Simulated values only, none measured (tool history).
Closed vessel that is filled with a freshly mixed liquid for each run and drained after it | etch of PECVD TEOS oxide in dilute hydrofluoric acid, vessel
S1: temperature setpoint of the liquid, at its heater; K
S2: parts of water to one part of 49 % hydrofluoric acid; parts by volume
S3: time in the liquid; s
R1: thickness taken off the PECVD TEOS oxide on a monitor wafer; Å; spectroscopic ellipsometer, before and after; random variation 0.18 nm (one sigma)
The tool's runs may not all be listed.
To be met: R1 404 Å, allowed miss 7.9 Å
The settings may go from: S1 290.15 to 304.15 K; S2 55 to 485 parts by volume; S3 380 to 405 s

run  hour      S1   S2   S3      R1
  1     0  296.15  270  380  277.57
  2   3.6  296.15  355  380  195.23
  3   6.9  297.65  355  380     205
  4  12.5  299.65  320  380  253.13
  5  18.3  297.65  320  380  235.12
  6  26.5  297.65  380  380  186.66
  7  34.7  299.65  330  380  240.23
  8  38.2  299.65  330  380  241.91
  9  45.8  301.15  300  380  288.58
 10  52.8  302.15  280  380  324.71
 11  57.4  302.65  265  380  356.49
 12  60.2  303.15  260  380  371.52
 13  67.2  304.15  245  380  413.52

Which of these 5 next moves meets every target?
  A  74.2  301.65  240  380   ?
  B  74.2  303.65  260  405   ?
  C  74.2  302.15  245  380   ?
  D  74.2  303.65  235  380   ?
  E  74.2  303.15  235  380   ?

move      R1
   A  392.28
   B  403.34
   C  388.65
   D  431.16
   E  423.98
A: takes the result that was furthest off past its target
B: meets every target
C: takes the result that was furthest off past its target
D: further off than the last run
E: further off than the last run
The right move is B.

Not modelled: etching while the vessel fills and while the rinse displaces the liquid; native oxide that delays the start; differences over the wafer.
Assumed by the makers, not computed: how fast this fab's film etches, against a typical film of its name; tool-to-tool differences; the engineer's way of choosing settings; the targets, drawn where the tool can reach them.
